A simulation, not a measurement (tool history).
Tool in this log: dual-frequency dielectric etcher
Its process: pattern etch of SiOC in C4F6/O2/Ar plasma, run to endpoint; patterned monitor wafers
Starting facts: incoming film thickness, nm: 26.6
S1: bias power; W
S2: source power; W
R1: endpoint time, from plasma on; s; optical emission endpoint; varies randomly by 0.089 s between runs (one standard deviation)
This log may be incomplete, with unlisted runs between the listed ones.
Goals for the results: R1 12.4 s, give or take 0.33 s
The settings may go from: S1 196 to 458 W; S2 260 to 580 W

Run 1, hour 0: S1 327 W, S2 420 W. Result: R1 10.031 s.
Run 2, hour 6.2: S1 309 W, S2 400 W. Result: R1 10.475 s.
Run 3, hour 7.9: S1 294 W, S2 390 W. Result: R1 10.765 s.
Run 4, hour 14.8: S1 244 W, S2 390 W. Result: R1 11.24 s.
At hour 17.9: source power generator calibrated.
Run 5, hour 17.9: S1 237 W, S2 380 W. Result: R1 11.609 s.
Run 6, hour 20.5: S1 265 W, S2 380 W. Result: R1 11.112 s.
Run 7, hour 21.5: S1 255 W, S2 370 W. Result: R1 11.46 s.
Run 8, hour 23.7: S1 248 W, S2 370 W. Result: R1 11.596 s.
Run 9, hour 27.6: S1 242 W, S2 370 W. Result: R1 11.688 s.

5 next moves are on the table. One of them brings every result within its allowed miss. Which?
Run A, hour 31.5: S1 252 W, S2 340 W. Result: R1 ?.
Run B, hour 31.5: S1 257 W, S2 370 W. Result: R1 ?.
Run C, hour 31.5: S1 248 W, S2 310 W. Result: R1 ?.
Run D, hour 31.5: S1 257 W, S2 460 W. Result: R1 ?.
Run E, hour 31.5: S1 278 W, S2 330 W. Result: R1 ?.

move      R1
   A  11.934
   B  11.534
   C  12.366
   D  10.688
   E  11.758
A: nearer than the last run, and not there yet
B: its largest miss is bigger than the last run's
C: every result lands within tolerance
D: its largest miss is bigger than the last run's
E: nearer than the last run, and not there yet
Move C is the one to make.
